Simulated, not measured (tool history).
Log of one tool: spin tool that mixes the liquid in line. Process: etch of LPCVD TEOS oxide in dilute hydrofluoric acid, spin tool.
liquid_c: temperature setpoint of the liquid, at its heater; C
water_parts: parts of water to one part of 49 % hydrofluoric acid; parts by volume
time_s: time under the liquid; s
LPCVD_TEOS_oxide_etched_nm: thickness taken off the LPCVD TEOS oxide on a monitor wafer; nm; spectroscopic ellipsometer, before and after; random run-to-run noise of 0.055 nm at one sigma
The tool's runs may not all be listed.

| run | hour | liquid_c | water_parts | time_s | LPCVD_TEOS_oxide_etched_nm |
|---|---|---|---|---|---|
| 1 | 0.0 | 24.0 | 140 | 50 | 16.043 |
| 2 | 7.2 | 23.5 | 140 | 50 | 15.546 |
| 3 | 12.6 | 23.5 | 140 | 55 | 17.150 |
| 4 | 19.0 | 23.5 | 140 | 50 | 15.628 |
| 5 | 27.1 | 23.5 | 105 | 50 | 21.539 |
| 6 | 28.0 | 23.0 | 105 | 50 | 21.143 |
| 7 | 29.1 | 22.5 | 105 | 50 | 20.738 |

Run 8, settings as shown, results not yet in. Your forecast:
| 8 | 31.7 | 22.0 | 105 | 50 | ? |

Run 8 yielded LPCVD_TEOS_oxide_etched_nm 20.446 nm.
